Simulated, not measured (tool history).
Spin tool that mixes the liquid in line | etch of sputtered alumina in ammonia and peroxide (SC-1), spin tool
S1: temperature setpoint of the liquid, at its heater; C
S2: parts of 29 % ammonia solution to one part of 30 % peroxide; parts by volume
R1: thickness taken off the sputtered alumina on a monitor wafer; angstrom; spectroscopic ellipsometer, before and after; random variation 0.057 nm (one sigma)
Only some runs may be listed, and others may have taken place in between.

run 1 day=0.000 | S1=53.0 S2=0.55 time_under_the_liquid_(s)=270 | R1=150.670
run 2 day=0.217 | S1=51.5 S2=0.55 time_under_the_liquid_(s)=270 | R1=138.460
run 3 day=0.312 | S1=51.5 S2=0.45 time_under_the_liquid_(s)=270 | R1=135.610
run 4 day=0.504 | S1=50.5 S2=0.45 time_under_the_liquid_(s)=270 | R1=128.510
run 5 day=0.812 | S1=49.5 S2=0.45 time_under_the_liquid_(s)=270 | R1=122.270
run 6 day=1.100 | S1=52.0 S2=0.45 time_under_the_liquid_(s)=270 | R1=138.800
run 7 day=1.246 | S1=51.0 S2=0.45 time_under_the_liquid_(s)=270 | R1=132.600

Run 8 comes next. What will it give?
run 8 day=1.612 | S1=45.0 S2=0.45 time_under_the_liquid_(s)=270 | R1=?

Run 8 measured R1 93.708 angstrom.
